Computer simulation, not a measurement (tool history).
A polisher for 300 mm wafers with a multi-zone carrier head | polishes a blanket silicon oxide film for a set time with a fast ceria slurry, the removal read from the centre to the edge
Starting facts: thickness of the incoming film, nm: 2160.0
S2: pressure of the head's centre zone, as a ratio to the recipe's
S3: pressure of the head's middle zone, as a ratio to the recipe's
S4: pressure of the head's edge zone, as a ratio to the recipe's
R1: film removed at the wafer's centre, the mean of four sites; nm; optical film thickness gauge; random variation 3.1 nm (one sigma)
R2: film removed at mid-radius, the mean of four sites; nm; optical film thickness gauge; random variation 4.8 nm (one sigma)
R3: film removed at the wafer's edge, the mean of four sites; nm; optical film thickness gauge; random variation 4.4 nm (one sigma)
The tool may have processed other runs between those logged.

run 1 day=0.000 | flow_of_slurry_(ml/min)=130 S2=1.00 S3=1.00 S4=1.00 polishing_time_(s)=45 | R1=466.35 R2=497.77 R3=466.17
run 2 day=0.262 | flow_of_slurry_(ml/min)=160 S2=1.00 S3=1.00 S4=1.00 polishing_time_(s)=45 | R1=488.95 R2=494.35 R3=456.72
run 3 day=0.608 | flow_of_slurry_(ml/min)=160 S2=1.00 S3=1.08 S4=1.00 polishing_time_(s)=45 | R1=485.79 R2=534.84 R3=462.64
run 4 day=0.983 | flow_of_slurry_(ml/min)=160 S2=1.00 S3=1.08 S4=1.07 polishing_time_(s)=45 | R1=478.00 R2=529.96 R3=485.19
run 5 day=1.321 | flow_of_slurry_(ml/min)=160 S2=1.00 S3=1.08 S4=1.03 polishing_time_(s)=45 | R1=483.63 R2=548.95 R3=462.98
run 6 day=1.567 | flow_of_slurry_(ml/min)=160 S2=1.00 S3=1.08 S4=0.95 polishing_time_(s)=45 | R1=484.22 R2=535.26 R3=454.67
run 7 day=1.696 | flow_of_slurry_(ml/min)=160 S2=1.00 S3=1.08 S4=0.95 polishing_time_(s)=45 | R1=484.28 R2=533.45 R3=468.88

Run 8, settings as shown, results not yet in. Your forecast:
run 8 day=1.912 | flow_of_slurry_(ml/min)=165 S2=0.98 S3=1.05 S4=0.95 polishing_time_(s)=42 | R1=? R2=? R3=?

Logged for run 8: R1 441.14 nm, R2 491.94 nm, R3 428.73 nm.

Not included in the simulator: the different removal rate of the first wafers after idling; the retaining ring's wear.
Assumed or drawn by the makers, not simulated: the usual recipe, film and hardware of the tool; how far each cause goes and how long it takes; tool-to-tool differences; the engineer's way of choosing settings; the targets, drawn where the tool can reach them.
